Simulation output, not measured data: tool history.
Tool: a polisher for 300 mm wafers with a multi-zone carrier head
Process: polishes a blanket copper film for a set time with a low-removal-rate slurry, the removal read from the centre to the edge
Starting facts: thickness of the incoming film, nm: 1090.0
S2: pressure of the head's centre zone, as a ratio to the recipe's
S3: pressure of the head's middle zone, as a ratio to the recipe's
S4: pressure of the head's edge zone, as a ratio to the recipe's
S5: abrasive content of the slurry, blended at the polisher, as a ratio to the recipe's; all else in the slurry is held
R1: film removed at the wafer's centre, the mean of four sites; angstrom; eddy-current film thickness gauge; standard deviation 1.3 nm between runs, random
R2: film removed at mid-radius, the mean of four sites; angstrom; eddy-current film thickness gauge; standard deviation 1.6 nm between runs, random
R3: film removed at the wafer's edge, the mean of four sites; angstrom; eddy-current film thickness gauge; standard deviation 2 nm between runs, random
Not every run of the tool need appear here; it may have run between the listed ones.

run 1 hour=0.0 | flow_of_slurry_(ml/min)=230 S2=1.00 S3=1.00 S4=1.00 S5=1.00 polishing_time_(s)=62 | R1=1521.6 R2=1495.1 R3=1543.9
run 2 hour=3.1 | flow_of_slurry_(ml/min)=230 S2=1.00 S3=1.00 S4=1.00 S5=1.20 polishing_time_(s)=62 | R1=1560.0 R2=1507.7 R3=1581.7
run 3 hour=8.4 | flow_of_slurry_(ml/min)=225 S2=0.98 S3=0.98 S4=0.97 S5=1.10 polishing_time_(s)=61 | R1=1449.0 R2=1474.7 R3=1494.8
run 4 hour=16.2 | flow_of_slurry_(ml/min)=225 S2=0.98 S3=0.98 S4=1.01 S5=1.10 polishing_time_(s)=61 | R1=1459.8 R2=1482.0 R3=1513.6
run 5 hour=24.5 | flow_of_slurry_(ml/min)=225 S2=1.03 S3=0.98 S4=1.01 S5=1.10 polishing_time_(s)=61 | R1=1569.1 R2=1472.0 R3=1513.8
run 6 hour=30.7 | flow_of_slurry_(ml/min)=200 S2=1.03 S3=0.98 S4=1.01 S5=1.10 polishing_time_(s)=61 | R1=1467.4 R2=1451.0 R3=1522.3
run 7 hour=36.6 | flow_of_slurry_(ml/min)=195 S2=1.03 S3=0.95 S4=0.99 S5=1.05 polishing_time_(s)=60 | R1=1468.0 R2=1366.9 R3=1434.2

Run 8, settings as shown, results not yet in. Your forecast:
run 8 hour=41.6 | flow_of_slurry_(ml/min)=185 S2=1.01 S3=0.94 S4=0.98 S5=1.00 polishing_time_(s)=60 | R1=? R2=? R3=?

{"run 8": {"R1": 1424.1, "R2": 1327.4, "R3": 1376.5}}
